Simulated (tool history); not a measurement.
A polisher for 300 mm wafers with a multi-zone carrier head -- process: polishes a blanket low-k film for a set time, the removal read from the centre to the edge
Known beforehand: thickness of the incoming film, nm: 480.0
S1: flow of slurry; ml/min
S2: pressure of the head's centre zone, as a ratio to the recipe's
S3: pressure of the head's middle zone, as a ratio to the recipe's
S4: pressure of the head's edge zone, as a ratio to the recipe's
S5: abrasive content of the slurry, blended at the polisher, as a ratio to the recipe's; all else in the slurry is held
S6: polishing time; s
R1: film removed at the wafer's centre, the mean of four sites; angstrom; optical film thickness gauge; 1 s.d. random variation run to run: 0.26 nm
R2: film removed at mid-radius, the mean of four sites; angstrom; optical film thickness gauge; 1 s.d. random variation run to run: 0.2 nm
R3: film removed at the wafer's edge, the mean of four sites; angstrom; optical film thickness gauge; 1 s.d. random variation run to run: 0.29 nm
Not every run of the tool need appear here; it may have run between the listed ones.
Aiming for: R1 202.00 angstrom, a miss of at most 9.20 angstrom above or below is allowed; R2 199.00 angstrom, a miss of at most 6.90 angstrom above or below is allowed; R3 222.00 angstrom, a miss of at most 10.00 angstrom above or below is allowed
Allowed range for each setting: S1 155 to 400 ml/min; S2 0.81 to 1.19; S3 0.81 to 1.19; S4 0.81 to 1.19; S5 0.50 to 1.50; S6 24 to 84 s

run 1 hour=0.0 | S1=255 S2=1.00 S3=1.00 S4=1.00 S5=1.00 S6=54 | R1=292.05 R2=300.68 R3=304.88
run 2 hour=4.3 | S1=250 S2=0.98 S3=0.96 S4=0.98 S5=0.85 S6=53 | R1=264.98 R2=271.34 R3=281.02
run 3 hour=9.1 | S1=250 S2=0.98 S3=0.89 S4=0.98 S5=0.85 S6=53 | R1=266.29 R2=250.03 R3=279.46
run 4 hour=17.5 | S1=250 S2=0.90 S3=0.89 S4=0.98 S5=0.85 S6=53 | R1=245.16 R2=258.05 R3=286.54
run 5 hour=21.1 | S1=250 S2=0.90 S3=0.89 S4=0.98 S5=0.75 S6=53 | R1=233.82 R2=239.40 R3=268.18
run 6 hour=22.8 | S1=250 S2=0.90 S3=0.88 S4=0.96 S5=0.70 S6=53 | R1=231.48 R2=234.41 R3=262.22
run 7 hour=30.4 | S1=245 S2=0.90 S3=0.87 S4=0.94 S5=0.65 S6=52 | R1=222.13 R2=225.45 R3=251.80
run 8 hour=37.3 | S1=245 S2=0.90 S3=0.87 S4=0.93 S5=0.60 S6=51 | R1=210.92 R2=215.44 R3=244.24

5 candidate next runs follow, results not yet known. Just one meets every target within its allowed miss. Identify it.
run A hour=44.2 | S1=195 S2=0.95 S3=0.86 S4=0.92 S5=0.50 S6=48 | R1=? R2=? R3=?
run B hour=44.2 | S1=275 S2=1.05 S3=0.92 S4=0.93 S5=0.55 S6=42 | R1=? R2=? R3=?
run C hour=44.2 | S1=285 S2=0.94 S3=0.90 S4=1.01 S5=0.50 S6=48 | R1=? R2=? R3=?
run D hour=44.2 | S1=260 S2=1.15 S3=0.88 S4=0.84 S5=0.75 S6=40 | R1=? R2=? R3=?
run E hour=44.2 | S1=295 S2=1.16 S3=0.88 S4=0.90 S5=0.50 S6=44 | R1=? R2=? R3=?

move=A R1=190.88 R2=185.62 R3=207.81
move=B R1=199.70 R2=184.51 R3=193.97
move=C R1=199.38 R2=202.25 R3=223.93
move=D R1=227.26 R2=184.75 R3=193.98
move=E R1=226.74 R2=182.43 R3=196.23
A: moves the result that the last run missed by most past its target, out the other side
B: moves the result that the last run missed by most past its target, out the other side
C: each result inside its tolerance
D: moves the result that the last run missed by most past its target, out the other side
E: moves the result that the last run missed by most past its target, out the other side
So the answer is move C, the one that meets all the targets.
